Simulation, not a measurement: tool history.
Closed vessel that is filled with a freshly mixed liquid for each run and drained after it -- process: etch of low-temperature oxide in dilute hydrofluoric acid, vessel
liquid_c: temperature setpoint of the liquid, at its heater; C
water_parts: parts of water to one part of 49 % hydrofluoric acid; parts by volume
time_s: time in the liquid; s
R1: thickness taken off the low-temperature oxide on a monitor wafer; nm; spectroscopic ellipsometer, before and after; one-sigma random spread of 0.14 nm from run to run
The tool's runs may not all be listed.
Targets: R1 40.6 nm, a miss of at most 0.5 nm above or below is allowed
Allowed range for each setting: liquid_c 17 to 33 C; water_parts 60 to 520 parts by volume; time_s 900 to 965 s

run 1 day=0 | liquid_c=25 water_parts=290 time_s=900 | R1=29.416
run 2 day=0.125 | liquid_c=27.5 water_parts=290 time_s=900 | R1=32.141
run 3 day=0.233 | liquid_c=27.5 water_parts=335 time_s=900 | R1=26.28
run 4 day=0.596 | liquid_c=25 water_parts=335 time_s=900 | R1=24.312
run 5 day=0.783 | liquid_c=26 water_parts=330 time_s=900 | R1=25.616
run 6 day=0.912 | liquid_c=26 water_parts=330 time_s=965 | R1=27.511
run 7 day=1.096 | liquid_c=27 water_parts=325 time_s=965 | R1=28.991
run 8 day=1.308 | liquid_c=27.5 water_parts=320 time_s=965 | R1=29.864
run 9 day=1.667 | liquid_c=28 water_parts=315 time_s=965 | R1=31.287
run 10 day=1.917 | liquid_c=28.5 water_parts=310 time_s=965 | R1=32.597
run 11 day=2.008 | liquid_c=29 water_parts=310 time_s=965 | R1=32.83
-- day=2.296 thermometer replaced
run 12 day=2.296 | liquid_c=29.5 water_parts=305 time_s=965 | R1=31.745
run 13 day=2.608 | liquid_c=29.5 water_parts=300 time_s=965 | R1=32.445
run 14 day=2.888 | liquid_c=29.5 water_parts=295 time_s=965 | R1=33.137
run 15 day=3.208 | liquid_c=29.5 water_parts=290 time_s=965 | R1=34.225
run 16 day=3.571 | liquid_c=30 water_parts=285 time_s=965 | R1=35.642

Below are 4 possible settings for the next run. Only one of them brings all results inside the allowed miss of their targets. Which is it?
run A day=3.933 | liquid_c=23.5 water_parts=215 time_s=965 | R1=?
run B day=3.933 | liquid_c=31.5 water_parts=305 time_s=965 | R1=?
run C day=3.933 | liquid_c=29 water_parts=275 time_s=900 | R1=?
run D day=3.933 | liquid_c=30 water_parts=295 time_s=900 | R1=?

move=A R1=40.304
move=B R1=33.848
move=C R1=33.394
move=D R1=31.463
A: in spec on every target
B: misses by more than the last run did
C: misses by more than the last run did
D: misses by more than the last run did
A is the move that brings every result within its allowed miss.
